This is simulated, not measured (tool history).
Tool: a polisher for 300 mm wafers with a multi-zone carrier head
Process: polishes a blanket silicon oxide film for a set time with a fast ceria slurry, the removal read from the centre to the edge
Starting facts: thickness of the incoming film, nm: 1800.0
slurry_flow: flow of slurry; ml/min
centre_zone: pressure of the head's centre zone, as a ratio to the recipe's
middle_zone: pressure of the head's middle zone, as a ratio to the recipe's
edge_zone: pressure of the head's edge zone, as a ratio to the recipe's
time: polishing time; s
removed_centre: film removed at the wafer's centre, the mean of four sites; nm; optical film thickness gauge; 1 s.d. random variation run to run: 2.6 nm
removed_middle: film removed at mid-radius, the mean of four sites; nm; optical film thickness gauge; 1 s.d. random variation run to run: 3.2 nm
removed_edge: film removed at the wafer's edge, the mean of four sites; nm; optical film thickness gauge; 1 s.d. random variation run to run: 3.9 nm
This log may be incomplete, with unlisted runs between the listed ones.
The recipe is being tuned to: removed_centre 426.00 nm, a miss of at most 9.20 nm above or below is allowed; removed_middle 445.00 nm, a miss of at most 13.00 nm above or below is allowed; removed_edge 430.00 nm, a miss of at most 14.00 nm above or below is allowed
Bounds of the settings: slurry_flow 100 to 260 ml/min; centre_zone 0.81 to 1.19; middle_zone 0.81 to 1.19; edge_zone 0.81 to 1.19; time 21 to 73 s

run  hour  slurry_flow  centre_zone  middle_zone  edge_zone  time  removed_centre  removed_middle  removed_edge
  1   0.0          165         1.00         1.00       1.00    47          499.75          500.30        512.85
  2   1.7          155         0.99         0.99       0.96    46          479.75          481.73        496.63
  3  10.5          155         0.99         0.95       0.96    46          481.01          470.16        489.49
  4  14.2          155         0.99         0.99       0.96    46          483.89          479.80        489.39
  5  17.0          155         0.99         0.93       0.96    46          481.26          454.09        490.29
  6  21.6          155         0.96         0.93       0.96    46          465.08          460.07        486.78
  7  24.4          150         0.95         0.94       0.92    45          445.10          442.79        462.22
  8  29.9          145         0.95         0.95       0.89    45          446.40          448.71        449.09
  9  30.5          115         0.93         0.97       0.86    45          413.49          432.88        429.00

Exercise: of the 5 proposed moves below, exactly one satisfies all targets within the stated allowed misses. Which move is it?
  A  31.1          130         0.94         0.97       0.81    42               ?               ?             ?
  B  31.1          175         0.92         0.91       0.81    41               ?               ?             ?
  C  31.1          100         0.91         0.98       0.84    46               ?               ?             ?
  D  31.1          155         0.93         0.97       0.85    43               ?               ?             ?
  E  31.1          120         0.91         1.03       0.87    43               ?               ?             ?

move  removed_centre  removed_middle  removed_edge
   A          399.26          415.05        406.20
   B          406.17          406.40        413.23
   C          393.19          429.90        432.25
   D          420.77          440.16        435.61
   E          387.76          439.06        423.52
A: moves away from the targets compared with the last run
B: moves away from the targets compared with the last run
C: moves away from the targets compared with the last run
D: every result within its allowed miss
E: moves away from the targets compared with the last run
Move D is the one to make.
